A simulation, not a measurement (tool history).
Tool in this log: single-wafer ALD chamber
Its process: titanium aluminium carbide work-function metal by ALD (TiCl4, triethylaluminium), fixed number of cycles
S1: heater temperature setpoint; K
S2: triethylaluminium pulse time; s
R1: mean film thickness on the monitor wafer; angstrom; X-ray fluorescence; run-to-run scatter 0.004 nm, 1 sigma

Run 1, day 0.000: S1 573.15 K, S2 15.49 s. Result: R1 19.552 angstrom.
Run 2, day 0.096: S1 577.15 K, S2 15.49 s. Result: R1 19.730 angstrom.
Run 3, day 0.375: S1 573.15 K, S2 14.19 s. Result: R1 19.474 angstrom.
Run 4, day 0.404: S1 573.15 K, S2 10.63 s. Result: R1 18.471 angstrom.
Run 5, day 0.642: S1 573.15 K, S2 6.80 s. Result: R1 11.222 angstrom.
Run 6, day 0.733: S1 573.15 K, S2 9.62 s. Result: R1 17.738 angstrom.
Run 7, day 1.088: S1 574.15 K, S2 9.60 s. Result: R1 17.676 angstrom.
Run 8, day 1.308: S1 573.15 K, S2 9.59 s. Result: R1 17.668 angstrom.
Run 9, day 1.546: S1 574.15 K, S2 9.56 s. Result: R1 17.718 angstrom.
Run 10, day 1.917: S1 573.15 K, S2 9.55 s. Result: R1 17.599 angstrom.
Run 11, day 2.208: S1 574.15 K, S2 9.52 s. Result: R1 17.625 angstrom.
Run 12, day 2.358: S1 573.15 K, S2 9.51 s. Result: R1 17.628 angstrom.
Run 13, day 2.683: S1 574.15 K, S2 9.48 s. Result: R1 17.649 angstrom.
Run 14, day 2.925: S1 573.15 K, S2 9.47 s. Result: R1 17.540 angstrom.
Run 15, day 3.267: S1 574.15 K, S2 9.42 s. Result: R1 17.495 angstrom.
Run 16, day 3.408: S1 573.15 K, S2 9.41 s. Result: R1 17.414 angstrom.

Run 17 is up next; what results do you expect?
Run 17, day 3.767: S1 574.15 K, S2 9.34 s. Result: R1 ?.

Run 17 measured R1 17.496 angstrom.

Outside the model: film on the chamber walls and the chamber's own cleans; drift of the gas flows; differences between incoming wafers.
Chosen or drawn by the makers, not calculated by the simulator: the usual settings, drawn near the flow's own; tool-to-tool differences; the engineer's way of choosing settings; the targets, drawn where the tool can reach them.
